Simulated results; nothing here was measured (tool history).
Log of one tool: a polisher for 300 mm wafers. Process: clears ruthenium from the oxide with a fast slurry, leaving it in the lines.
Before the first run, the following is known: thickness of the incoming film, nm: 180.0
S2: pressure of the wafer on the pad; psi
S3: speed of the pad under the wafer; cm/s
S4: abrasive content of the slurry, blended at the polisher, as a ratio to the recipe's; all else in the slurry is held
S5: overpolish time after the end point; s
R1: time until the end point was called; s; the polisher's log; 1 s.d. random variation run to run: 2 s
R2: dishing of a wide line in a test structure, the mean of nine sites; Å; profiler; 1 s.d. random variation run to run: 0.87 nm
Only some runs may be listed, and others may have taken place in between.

Run 1, hour 0: flow of slurry (ml/min) 180, S2 2.1 psi, S3 112 cm/s, S4 1, S5 23 s. Result: R1 56.832 s, R2 584.12 Å.
Run 2, hour 8.6: flow of slurry (ml/min) 180, S2 1.8 psi, S3 108 cm/s, S4 1, S5 24 s. Result: R1 71.599 s, R2 497.64 Å.
Run 3, hour 12.6: flow of slurry (ml/min) 180, S2 1.8 psi, S3 136 cm/s, S4 1, S5 24 s. Result: R1 56.83 s, R2 614.49 Å.
Run 4, hour 19: flow of slurry (ml/min) 180, S2 2 psi, S3 136 cm/s, S4 1, S5 24 s. Result: R1 50.567 s, R2 633.88 Å.
Run 5, hour 25: flow of slurry (ml/min) 180, S2 2 psi, S3 152 cm/s, S4 1, S5 24 s. Result: R1 46.288 s, R2 742.69 Å.
Run 6, hour 27.9: flow of slurry (ml/min) 180, S2 2 psi, S3 152 cm/s, S4 0.9, S5 24 s. Result: R1 45.788 s, R2 690.34 Å.

Run 7 has not been measured yet. What should we expect?
Run 7, hour 30.1: flow of slurry (ml/min) 175, S2 1.7 psi, S3 142 cm/s, S4 0.9, S5 25 s. Result: R1 ?, R2 ?.

{"run 7": {"R1": 59.03, "R2": 616.3}}

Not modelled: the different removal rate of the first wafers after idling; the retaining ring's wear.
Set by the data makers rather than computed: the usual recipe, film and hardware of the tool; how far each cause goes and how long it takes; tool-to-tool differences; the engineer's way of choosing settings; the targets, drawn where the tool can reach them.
